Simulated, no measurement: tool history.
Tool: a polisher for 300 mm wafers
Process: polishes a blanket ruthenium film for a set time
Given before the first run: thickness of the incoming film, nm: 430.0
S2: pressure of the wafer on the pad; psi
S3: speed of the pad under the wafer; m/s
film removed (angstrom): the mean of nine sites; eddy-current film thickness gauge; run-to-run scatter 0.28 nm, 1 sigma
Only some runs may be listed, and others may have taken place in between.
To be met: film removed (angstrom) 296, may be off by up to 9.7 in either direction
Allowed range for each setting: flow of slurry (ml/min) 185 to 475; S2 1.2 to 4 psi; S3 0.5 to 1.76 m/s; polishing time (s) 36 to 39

{"run": 1, "hour": 0.0, "flow of slurry (ml/min)": 305, "S2": 2.6, "S3": 1.12, "polishing time (s)": 39, "film removed (angstrom)": 571.22}
{"run": 2, "hour": 5.9, "flow of slurry (ml/min)": 305, "S2": 2.6, "S3": 1.36, "polishing time (s)": 39, "film removed (angstrom)": 685.36}
{"run": 3, "hour": 10.4, "flow of slurry (ml/min)": 305, "S2": 2.9, "S3": 1.36, "polishing time (s)": 39, "film removed (angstrom)": 761.33}
{"run": 4, "hour": 15.4, "flow of slurry (ml/min)": 305, "S2": 2.4, "S3": 1.22, "polishing time (s)": 39, "film removed (angstrom)": 566.04}
{"run": 5, "hour": 20.5, "flow of slurry (ml/min)": 270, "S2": 2.4, "S3": 1.22, "polishing time (s)": 39, "film removed (angstrom)": 565.47}
{"run": 6, "hour": 27.8, "flow of slurry (ml/min)": 270, "S2": 2.4, "S3": 1.22, "polishing time (s)": 39, "film removed (angstrom)": 566.66}
{"run": 7, "hour": 29.9, "flow of slurry (ml/min)": 270, "S2": 1.7, "S3": 0.98, "polishing time (s)": 39, "film removed (angstrom)": 325.44}
{"run": 8, "hour": 35.2, "flow of slurry (ml/min)": 270, "S2": 1.6, "S3": 0.98, "polishing time (s)": 39, "film removed (angstrom)": 310.55}

4 candidate next runs follow, results not yet known. Just one meets every target within its allowed miss. Identify it.
{"run": "A", "hour": 40.5, "flow of slurry (ml/min)": 230, "S2": 2, "S3": 0.92, "polishing time (s)": 37, "film removed (angstrom)": "?"}
{"run": "B", "hour": 40.5, "flow of slurry (ml/min)": 300, "S2": 1.8, "S3": 0.84, "polishing time (s)": 38, "film removed (angstrom)": "?"}
{"run": "C", "hour": 40.5, "flow of slurry (ml/min)": 305, "S2": 1.8, "S3": 0.94, "polishing time (s)": 38, "film removed (angstrom)": "?"}
{"run": "D", "hour": 40.5, "flow of slurry (ml/min)": 235, "S2": 2.1, "S3": 0.88, "polishing time (s)": 36, "film removed (angstrom)": "?"}

move=A film_removed_(angstrom)=340.69
move=B film_removed_(angstrom)=297.29
move=C film_removed_(angstrom)=331.75
move=D film_removed_(angstrom)=333.62
A: lands further from the targets than the last run did
B: each result inside its tolerance
C: lands further from the targets than the last run did
D: lands further from the targets than the last run did
Go with B: it meets all targets.
